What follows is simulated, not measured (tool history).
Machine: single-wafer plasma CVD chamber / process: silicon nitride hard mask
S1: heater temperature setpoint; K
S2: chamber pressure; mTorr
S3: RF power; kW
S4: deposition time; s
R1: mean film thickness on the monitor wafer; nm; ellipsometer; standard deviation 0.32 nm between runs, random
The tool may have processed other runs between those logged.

run  hour      S1    S2     S3    S4      R1
  1   0.0  658.15  1640  0.280  76.0  81.591
  2   4.5  658.15  1930  0.280  76.0  84.241
  3  12.9  658.15  1930  0.280  76.0  84.518
  4  15.0  658.15  1930  0.280  76.0  84.250
  5  22.1  658.15  2120  0.280  76.0  86.870
  6  25.8  658.15  2010  0.265  76.0  82.246
  7  31.7  658.15  1920  0.255  76.0  78.266
  8  33.9  658.15  1840  0.250  76.0  76.454
  9  38.9  658.15  1770  0.245  76.0  74.755
 10  39.4  658.15  1710  0.240  76.0  72.888
     40.9  -- capacitance manometer re-zeroed and calibrated
 11  40.9  658.15  1660  0.235  76.0  72.169

What does the tool deliver on the next run?
 12  43.0  658.15  1350  0.210  76.0   ?

Logged for run 12: R1 62.780 nm.
